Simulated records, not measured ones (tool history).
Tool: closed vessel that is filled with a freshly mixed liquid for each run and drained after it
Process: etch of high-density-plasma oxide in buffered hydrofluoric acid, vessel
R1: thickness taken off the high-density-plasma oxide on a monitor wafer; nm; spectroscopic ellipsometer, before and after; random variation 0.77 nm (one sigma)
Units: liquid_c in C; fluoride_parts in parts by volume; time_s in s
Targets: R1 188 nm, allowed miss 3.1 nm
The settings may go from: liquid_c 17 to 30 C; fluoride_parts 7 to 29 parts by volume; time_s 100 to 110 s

Run 1, hour 0: liquid_c 22 C, fluoride_parts 18 parts by volume, time_s 100 s. Result: R1 110.91 nm.
Run 2, hour 8.6: liquid_c 23 C, fluoride_parts 18 parts by volume, time_s 100 s. Result: R1 117.55 nm.
Run 3, hour 12.5: liquid_c 24 C, fluoride_parts 18 parts by volume, time_s 100 s. Result: R1 124.81 nm.
Run 4, hour 20.2: liquid_c 25.5 C, fluoride_parts 18 parts by volume, time_s 100 s. Result: R1 134.64 nm.
At hour 27.9: thermometer replaced.
Run 5, hour 27.9: liquid_c 23 C, fluoride_parts 18 parts by volume, time_s 100 s. Result: R1 133.28 nm.
Run 6, hour 34.6: liquid_c 23 C, fluoride_parts 20.5 parts by volume, time_s 100 s. Result: R1 117.78 nm.
Run 7, hour 37.1: liquid_c 24 C, fluoride_parts 19 parts by volume, time_s 100 s. Result: R1 133.3 nm.
Run 8, hour 39.2: liquid_c 24.5 C, fluoride_parts 19 parts by volume, time_s 100 s. Result: R1 136.97 nm.
Run 9, hour 46.6: liquid_c 25 C, fluoride_parts 19 parts by volume, time_s 100 s. Result: R1 141.3 nm.
Run 10, hour 51.2: liquid_c 25.5 C, fluoride_parts 19 parts by volume, time_s 100 s. Result: R1 145.19 nm.

4 next moves are on the table. One of them brings every result within its allowed miss. Which?
Run A, hour 55.8: liquid_c 22 C, fluoride_parts 18.5 parts by volume, time_s 100 s. Result: R1 ?.
Run B, hour 55.8: liquid_c 28 C, fluoride_parts 18.5 parts by volume, time_s 110 s. Result: R1 ?.
Run C, hour 55.8: liquid_c 24 C, fluoride_parts 17 parts by volume, time_s 110 s. Result: R1 ?.
Run D, hour 55.8: liquid_c 25 C, fluoride_parts 16.5 parts by volume, time_s 100 s. Result: R1 ?.

move      R1
   A  122.84
   B  187.25
   C  163.97
   D   162.1
A: further off than the last run
B: meets every target
C: nearer than the last run, and not there yet
D: nearer than the last run, and not there yet
Move B is the one to make.

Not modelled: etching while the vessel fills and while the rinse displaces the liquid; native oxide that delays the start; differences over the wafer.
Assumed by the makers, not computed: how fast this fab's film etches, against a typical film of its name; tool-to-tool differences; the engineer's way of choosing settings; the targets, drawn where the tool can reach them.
